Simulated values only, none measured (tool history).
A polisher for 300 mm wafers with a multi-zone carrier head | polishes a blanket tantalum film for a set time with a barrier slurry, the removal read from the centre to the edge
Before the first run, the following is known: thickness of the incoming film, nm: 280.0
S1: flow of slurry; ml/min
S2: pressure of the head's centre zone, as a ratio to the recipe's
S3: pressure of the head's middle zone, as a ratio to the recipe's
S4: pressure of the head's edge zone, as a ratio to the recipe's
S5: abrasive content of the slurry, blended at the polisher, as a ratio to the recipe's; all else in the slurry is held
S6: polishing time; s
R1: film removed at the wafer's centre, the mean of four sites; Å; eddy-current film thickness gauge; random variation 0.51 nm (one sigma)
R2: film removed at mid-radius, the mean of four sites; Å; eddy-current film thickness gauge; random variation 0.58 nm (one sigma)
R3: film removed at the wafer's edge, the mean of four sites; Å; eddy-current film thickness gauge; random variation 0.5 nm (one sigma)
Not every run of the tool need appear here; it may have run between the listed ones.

run	day	S1	S2	S3	S4	S5	S6	R1	R2	R3
1	0.000	160	1.00	1.00	1.00	1.00	62	938.09	900.40	898.83
2	0.275	150	0.99	0.98	0.97	1.00	62	905.10	899.22	888.34
3	0.442	150	0.99	0.98	0.90	1.00	62	904.96	890.49	844.02
4	0.783	135	0.99	0.98	0.90	1.00	62	884.21	872.48	848.78
5	1.067	130	0.99	0.96	0.88	0.95	62	867.41	829.82	818.70
6	1.400	130	0.99	0.96	0.82	0.95	62	863.15	835.91	784.62
7	1.554	130	0.99	0.96	0.82	0.95	62	861.81	839.80	796.34
8	1.725	130	0.99	0.96	0.82	0.95	62	866.96	844.66	801.11
9	1.975	125	0.99	0.95	0.82	0.95	62	860.97	821.12	793.03
10	2.021	120	0.99	0.95	0.82	0.95	62	846.97	808.92	787.61

What will run 11 give?
11	2.150	115	0.99	0.95	0.82	0.95	62	?	?	?

{"run 11": {"R1": 841.76, "R2": 803.48, "R3": 779.8}}
